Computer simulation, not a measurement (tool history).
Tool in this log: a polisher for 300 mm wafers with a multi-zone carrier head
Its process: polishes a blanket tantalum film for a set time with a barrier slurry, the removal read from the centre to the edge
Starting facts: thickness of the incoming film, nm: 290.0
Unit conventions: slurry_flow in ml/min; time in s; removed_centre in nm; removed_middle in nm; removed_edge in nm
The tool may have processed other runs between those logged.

Run 1, hour 0: slurry_flow 270 ml/min, centre_zone 1, middle_zone 1, edge_zone 1, slurry_solids 1, time 69 s. Result: removed_centre 116.45 nm, removed_middle 114.12 nm, removed_edge 114.21 nm.
Run 2, hour 7.2: slurry_flow 270 ml/min, centre_zone 1, middle_zone 0.92, edge_zone 1, slurry_solids 1, time 69 s. Result: removed_centre 115.42 nm, removed_middle 105.44 nm, removed_edge 114.68 nm.
Run 3, hour 14.5: slurry_flow 270 ml/min, centre_zone 1, middle_zone 0.92, edge_zone 0.97, slurry_solids 1, time 69 s. Result: removed_centre 116.51 nm, removed_middle 104.78 nm, removed_edge 111.73 nm.
Run 4, hour 22.8: slurry_flow 270 ml/min, centre_zone 1, middle_zone 0.98, edge_zone 0.97, slurry_solids 1, time 69 s. Result: removed_centre 116.49 nm, removed_middle 112.37 nm, removed_edge 113.3 nm.
Run 5, hour 28.5: slurry_flow 270 ml/min, centre_zone 1, middle_zone 0.98, edge_zone 0.97, slurry_solids 1, time 79 s. Result: removed_centre 130.45 nm, removed_middle 130.82 nm, removed_edge 128.2 nm.
Run 6, hour 29.2: slurry_flow 265 ml/min, centre_zone 0.97, middle_zone 0.94, edge_zone 0.94, slurry_solids 0.85, time 66 s. Result: removed_centre 101.6 nm, removed_middle 98.499 nm, removed_edge 98.72 nm.
Run 7, hour 29.9: slurry_flow 260 ml/min, centre_zone 0.97, middle_zone 0.9, edge_zone 0.95, slurry_solids 0.75, time 57 s. Result: removed_centre 83.748 nm, removed_middle 74.999 nm, removed_edge 82.601 nm.
Run 8, hour 38.8: slurry_flow 255 ml/min, centre_zone 0.96, middle_zone 0.88, edge_zone 0.93, slurry_solids 0.7, time 53 s. Result: removed_centre 72.033 nm, removed_middle 67.023 nm, removed_edge 73.767 nm.
Run 9, hour 45.4: slurry_flow 250 ml/min, centre_zone 0.98, middle_zone 0.86, edge_zone 0.92, slurry_solids 0.65, time 51 s. Result: removed_centre 69.595 nm, removed_middle 60.652 nm, removed_edge 68.04 nm.
Run 10, hour 51: slurry_flow 235 ml/min, centre_zone 0.98, middle_zone 0.85, edge_zone 0.91, slurry_solids 0.6, time 50 s. Result: removed_centre 64.61 nm, removed_middle 57.112 nm, removed_edge 63.618 nm.
Run 11, hour 54.2: slurry_flow 220 ml/min, centre_zone 0.99, middle_zone 0.84, edge_zone 0.92, slurry_solids 0.55, time 50 s. Result: removed_centre 61.352 nm, removed_middle 52.742 nm, removed_edge 59.965 nm.

For run 12, what comes out?
Run 12, hour 62.4: slurry_flow 215 ml/min, centre_zone 1, middle_zone 0.83, edge_zone 0.93, slurry_solids 0.55, time 50 s. Result: removed_centre ?, removed_middle ?, removed_edge ?.

{"run 12": {"removed_centre": 62.312, "removed_middle": 52.157, "removed_edge": 59.829}}
